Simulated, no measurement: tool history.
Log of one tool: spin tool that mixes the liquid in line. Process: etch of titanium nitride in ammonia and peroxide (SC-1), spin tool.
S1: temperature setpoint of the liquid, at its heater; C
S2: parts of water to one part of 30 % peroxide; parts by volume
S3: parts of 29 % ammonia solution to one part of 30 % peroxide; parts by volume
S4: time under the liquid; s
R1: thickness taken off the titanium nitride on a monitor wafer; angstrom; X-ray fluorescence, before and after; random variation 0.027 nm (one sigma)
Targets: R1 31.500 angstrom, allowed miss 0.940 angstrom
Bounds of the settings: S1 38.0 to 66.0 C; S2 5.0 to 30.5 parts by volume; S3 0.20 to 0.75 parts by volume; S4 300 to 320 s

run 1 day=0.000 | S1=50.0 S2=17.0 S3=0.45 S4=300 | R1=90.738
run 2 day=0.196 | S1=47.0 S2=18.5 S3=0.45 S4=300 | R1=71.135
run 3 day=0.417 | S1=47.0 S2=13.0 S3=0.45 S4=300 | R1=85.397
run 4 day=0.750 | S1=40.5 S2=13.0 S3=0.45 S4=300 | R1=54.082
run 5 day=1.008 | S1=43.0 S2=13.0 S3=0.45 S4=300 | R1=64.381
run 6 day=1.179 | S1=43.0 S2=16.5 S3=0.45 S4=300 | R1=57.090
run 7 day=1.442 | S1=42.0 S2=18.0 S3=0.45 S4=300 | R1=49.161
run 8 day=1.488 | S1=41.0 S2=19.0 S3=0.45 S4=300 | R1=45.011
run 9 day=1.842 | S1=40.5 S2=20.0 S3=0.45 S4=300 | R1=41.870
run 10 day=2.008 | S1=40.0 S2=20.5 S3=0.45 S4=300 | R1=40.144
run 11 day=2.050 | S1=39.5 S2=21.0 S3=0.45 S4=300 | R1=37.878
run 12 day=2.092 | S1=39.0 S2=21.5 S3=0.45 S4=300 | R1=36.185

5 next moves are on the table. One of them brings every result within its allowed miss. Which?
run A day=2.133 | S1=39.5 S2=23.5 S3=0.40 S4=300 | R1=?
run B day=2.133 | S1=39.0 S2=15.0 S3=0.45 S4=310 | R1=?
run C day=2.133 | S1=38.0 S2=24.5 S3=0.50 S4=300 | R1=?
run D day=2.133 | S1=40.0 S2=20.0 S3=0.40 S4=300 | R1=?
run E day=2.133 | S1=38.5 S2=24.0 S3=0.25 S4=300 | R1=?

move=A R1=35.190
move=B R1=45.996
move=C R1=32.049
move=D R1=39.997
move=E R1=29.480
A: nearer than the last run, and not there yet
B: further off than the last run
C: meets every target
D: further off than the last run
E: takes the result that was furthest off past its target
Move C is the one to make.
